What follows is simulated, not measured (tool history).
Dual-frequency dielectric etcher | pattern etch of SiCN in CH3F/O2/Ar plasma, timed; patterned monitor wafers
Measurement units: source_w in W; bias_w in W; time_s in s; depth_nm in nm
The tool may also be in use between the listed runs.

{"run": 1, "hour": 0.0, "source_w": 500, "bias_w": 69, "time_s": 97.5, "depth_nm": 43.145}
{"run": 2, "hour": 5.9, "source_w": 520, "bias_w": 69, "time_s": 97.5, "depth_nm": 43.652}
{"run": 3, "hour": 11.0, "source_w": 520, "bias_w": 69, "time_s": 97.5, "depth_nm": 43.711}
{"run": 4, "hour": 16.0, "source_w": 530, "bias_w": 69, "time_s": 97.5, "depth_nm": 43.962}
{"run": 5, "hour": 18.2, "source_w": 530, "bias_w": 69, "time_s": 97.5, "depth_nm": 43.885}
{"run": 6, "hour": 23.6, "source_w": 540, "bias_w": 69, "time_s": 97.5, "depth_nm": 44.151}

Predict the results of run 7:
{"run": 7, "hour": 28.4, "source_w": 550, "bias_w": 69, "time_s": 97.5, "depth_nm": "?"}

depth_nm: 44.476 nm

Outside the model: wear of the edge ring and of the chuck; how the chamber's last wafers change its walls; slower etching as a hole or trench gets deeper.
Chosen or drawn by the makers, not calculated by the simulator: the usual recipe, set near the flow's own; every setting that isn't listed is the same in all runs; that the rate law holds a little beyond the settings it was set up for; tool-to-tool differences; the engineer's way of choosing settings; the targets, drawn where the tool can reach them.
